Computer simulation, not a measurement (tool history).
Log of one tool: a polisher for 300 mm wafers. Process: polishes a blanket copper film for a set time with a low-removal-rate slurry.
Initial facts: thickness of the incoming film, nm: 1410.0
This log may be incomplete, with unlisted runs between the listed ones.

run    day  flow of slurry (ml/min)  pressure of the wafer on the pad (psi)  speed of the pad under the wafer (m/s)  abrasive content of the slurry  polishing time (s)  film removed (angstrom)
  1      0                      295                                     3.4                                    1.42                               1                  56                   2635.3
  2  0.104                      295                                       3                                    1.42                               1                  56                   2346.5
  3  0.175                      295                                     2.8                                    1.38                               1                  56                   2150.9
  4  0.425                      295                                     2.8                                    1.38                            0.85                  56                   2052.7
  5  0.675                      295                                     2.8                                    1.52                            0.85                  56                   2242.2
  6  0.758                      295                                     3.2                                    1.52                            0.85                  56                   2548.9
  7  1.042                      295                                       3                                    1.48                            0.85                  56                   2350.2
  8  1.271                      295                                     2.8                                    1.44                            0.85                  56                   2173.7

What will run 9 give?
  9  1.483                      295                                     2.6                                     1.4                            0.85                  56                        ?

For run 9 the tool returned film removed (angstrom) 1961.9.
